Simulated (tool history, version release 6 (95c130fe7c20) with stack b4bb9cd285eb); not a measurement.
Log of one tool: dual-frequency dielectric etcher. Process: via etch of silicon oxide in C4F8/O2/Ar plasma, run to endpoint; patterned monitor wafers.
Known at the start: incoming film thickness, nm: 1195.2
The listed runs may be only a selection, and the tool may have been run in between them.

run 1 hour=0.0 | source_power_(W)=2490 bias_power_(W)=1752 | endpoint_time_(s)=222.98
run 2 hour=6.8 | source_power_(W)=2250 bias_power_(W)=1716 | endpoint_time_(s)=230.65
run 3 hour=10.2 | source_power_(W)=2570 bias_power_(W)=1716 | endpoint_time_(s)=219.42
run 4 hour=12.4 | source_power_(W)=2300 bias_power_(W)=1669 | endpoint_time_(s)=234.38
run 5 hour=18.8 | source_power_(W)=2150 bias_power_(W)=1653 | endpoint_time_(s)=239.49
run 6 hour=26.7 | source_power_(W)=2580 bias_power_(W)=1653 | endpoint_time_(s)=222.18

What will run 7 give?
run 7 hour=31.8 | source_power_(W)=2340 bias_power_(W)=1621 | endpoint_time_(s)=?

endpoint time (s): 235.49
